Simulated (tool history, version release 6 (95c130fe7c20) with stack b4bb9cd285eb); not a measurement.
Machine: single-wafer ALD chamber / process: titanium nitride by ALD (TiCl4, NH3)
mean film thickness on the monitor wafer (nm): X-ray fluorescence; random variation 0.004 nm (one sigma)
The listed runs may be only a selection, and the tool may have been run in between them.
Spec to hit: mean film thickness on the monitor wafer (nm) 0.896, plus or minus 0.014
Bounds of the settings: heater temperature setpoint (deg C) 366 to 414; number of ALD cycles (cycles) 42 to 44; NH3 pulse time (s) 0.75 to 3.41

run	day	heater temperature setpoint (deg C)	number of ALD cycles (cycles)	NH3 pulse time (s)	mean film thickness on the monitor wafer (nm)
1	0	390	44	2.08	0.97815
2	0.329	390	44	2.49	0.99
3	0.45	387	44	2.21	0.97447
4	0.788	387	42	2.21	0.93556
5	1.104	385	42	2.12	0.93488
6	1.346	396	42	2.12	0.94448
7	1.429	394	42	1.91	0.94197
8	1.471	390	42	1.74	0.92753
9	1.721	389	42	1.63	0.91812
10	1.817	388	42	1.57	0.92428
11	2.042	386	42	1.45	0.91568
12	2.371	385	42	1.37	0.91405

5 candidate next runs follow, results not yet known. Just one meets every target within its allowed miss. Identify it.
A	2.7	378	44	1.32	?
B	2.7	382	43	1.46	?
C	2.7	389	44	0.89	?
D	2.7	378	43	0.9	?
E	2.7	388	43	1.26	?

move	mean film thickness on the monitor wafer (nm)
A	0.94037
B	0.92993
C	0.92625
D	0.8897
E	0.92731
A: further off than the last run
B: further off than the last run
C: further off than the last run
D: each result inside its tolerance
E: further off than the last run
The move that meets every target is D.

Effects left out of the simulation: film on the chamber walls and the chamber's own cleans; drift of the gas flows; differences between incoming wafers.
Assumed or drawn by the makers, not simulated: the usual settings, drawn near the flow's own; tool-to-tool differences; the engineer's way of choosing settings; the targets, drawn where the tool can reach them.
